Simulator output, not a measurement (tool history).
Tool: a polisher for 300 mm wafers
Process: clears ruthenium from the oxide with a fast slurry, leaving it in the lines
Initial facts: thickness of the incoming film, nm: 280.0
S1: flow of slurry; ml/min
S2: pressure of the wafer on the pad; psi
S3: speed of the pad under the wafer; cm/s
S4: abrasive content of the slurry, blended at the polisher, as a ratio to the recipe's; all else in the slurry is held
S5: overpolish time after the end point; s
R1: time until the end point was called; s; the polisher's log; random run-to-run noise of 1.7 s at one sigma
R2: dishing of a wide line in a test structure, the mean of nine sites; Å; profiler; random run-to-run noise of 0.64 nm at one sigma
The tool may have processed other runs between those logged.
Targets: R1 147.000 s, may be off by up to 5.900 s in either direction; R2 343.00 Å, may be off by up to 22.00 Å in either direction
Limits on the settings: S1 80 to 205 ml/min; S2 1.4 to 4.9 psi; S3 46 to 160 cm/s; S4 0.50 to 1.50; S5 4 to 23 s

Run 1, day 0.000: S1 135 ml/min, S2 3.1 psi, S3 102 cm/s, S4 1.00, S5 12 s. Result: R1 75.740 s, R2 376.08 Å.
Run 2, day 0.117: S1 130 ml/min, S2 2.7 psi, S3 100 cm/s, S4 1.00, S5 14 s. Result: R1 88.519 s, R2 366.67 Å.
Run 3, day 0.450: S1 125 ml/min, S2 2.4 psi, S3 98 cm/s, S4 1.00, S5 16 s. Result: R1 101.520 s, R2 364.07 Å.
Run 4, day 0.742: S1 120 ml/min, S2 2.2 psi, S3 98 cm/s, S4 1.00, S5 17 s. Result: R1 113.230 s, R2 356.07 Å.
Run 5, day 0.783: S1 120 ml/min, S2 2.8 psi, S3 98 cm/s, S4 1.00, S5 17 s. Result: R1 85.858 s, R2 433.74 Å.
Run 6, day 0.988: S1 120 ml/min, S2 2.5 psi, S3 98 cm/s, S4 1.00, S5 18 s. Result: R1 100.200 s, R2 409.96 Å.
Run 7, day 1.046: S1 120 ml/min, S2 2.3 psi, S3 98 cm/s, S4 1.00, S5 19 s. Result: R1 105.790 s, R2 411.08 Å.
Run 8, day 1.146: S1 115 ml/min, S2 2.1 psi, S3 98 cm/s, S4 1.00, S5 19 s. Result: R1 116.650 s, R2 367.95 Å.
Run 9, day 1.200: S1 110 ml/min, S2 2.0 psi, S3 98 cm/s, S4 1.00, S5 20 s. Result: R1 126.340 s, R2 365.91 Å.
Run 10, day 1.350: S1 105 ml/min, S2 2.0 psi, S3 98 cm/s, S4 1.00, S5 20 s. Result: R1 126.910 s, R2 375.35 Å.
Run 11, day 1.604: S1 100 ml/min, S2 1.9 psi, S3 98 cm/s, S4 1.00, S5 20 s. Result: R1 132.100 s, R2 366.95 Å.

Which single option among these 5 for the next run brings every result within its allowed miss of target? Just one does.
Run A, day 1.858: S1 105 ml/min, S2 2.2 psi, S3 98 cm/s, S4 1.00, S5 17 s. Result: R1 ?, R2 ?.
Run B, day 1.858: S1 80 ml/min, S2 2.4 psi, S3 100 cm/s, S4 0.85, S5 18 s. Result: R1 ?, R2 ?.
Run C, day 1.858: S1 80 ml/min, S2 2.2 psi, S3 94 cm/s, S4 0.85, S5 22 s. Result: R1 ?, R2 ?.
Run D, day 1.858: S1 110 ml/min, S2 2.1 psi, S3 100 cm/s, S4 0.95, S5 18 s. Result: R1 ?, R2 ?.
Run E, day 1.858: S1 115 ml/min, S2 1.6 psi, S3 102 cm/s, S4 0.95, S5 21 s. Result: R1 ?, R2 ?.

move       R1      R2
   A  113.050  356.77
   B  114.530  369.46
   C  131.350  388.28
   D  116.550  364.41
   E  146.900  342.60
A: the biggest miss grows against the last run
B: the biggest miss grows against the last run
C: the biggest miss grows against the last run
D: the biggest miss grows against the last run
E: in spec on every target
Move E is the one to make.
